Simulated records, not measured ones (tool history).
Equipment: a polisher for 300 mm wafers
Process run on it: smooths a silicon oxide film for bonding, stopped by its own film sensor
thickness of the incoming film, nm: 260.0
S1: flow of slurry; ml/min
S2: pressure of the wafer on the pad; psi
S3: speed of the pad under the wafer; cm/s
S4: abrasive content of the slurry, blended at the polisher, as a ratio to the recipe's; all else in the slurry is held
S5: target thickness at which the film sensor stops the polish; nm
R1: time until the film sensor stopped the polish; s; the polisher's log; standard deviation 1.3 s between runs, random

| run | hour | S1 | S2 | S3 | S4 | S5 | R1 |
|---|---|---|---|---|---|---|---|
| 1 | 0.0 | 180 | 2.5 | 108 | 1.0 | 195 | 68.851 |
| 2 | 7.1 | 180 | 2.5 | 108 | 1.1 | 195 | 65.137 |
| 3 | 12.1 | 180 | 2.3 | 108 | 1.1 | 195 | 71.820 |
| 4 | 17.8 | 180 | 2.1 | 108 | 1.1 | 195 | 79.479 |
| 5 | 21.9 | 180 | 2.1 | 108 | 1.1 | 195 | 78.763 |
| 6 | 29.2 | 180 | 2.0 | 108 | 1.1 | 195 | 81.932 |
| 7 | 34.7 | 180 | 1.9 | 108 | 1.1 | 195 | 84.733 |
| 8 | 43.0 | 180 | 1.8 | 108 | 1.1 | 195 | 89.833 |

The next listed run, before its measurement:
| 9 | 44.5 | 180 | 1.7 | 108 | 1.1 | 195 | ? |

R1: 94.164 s

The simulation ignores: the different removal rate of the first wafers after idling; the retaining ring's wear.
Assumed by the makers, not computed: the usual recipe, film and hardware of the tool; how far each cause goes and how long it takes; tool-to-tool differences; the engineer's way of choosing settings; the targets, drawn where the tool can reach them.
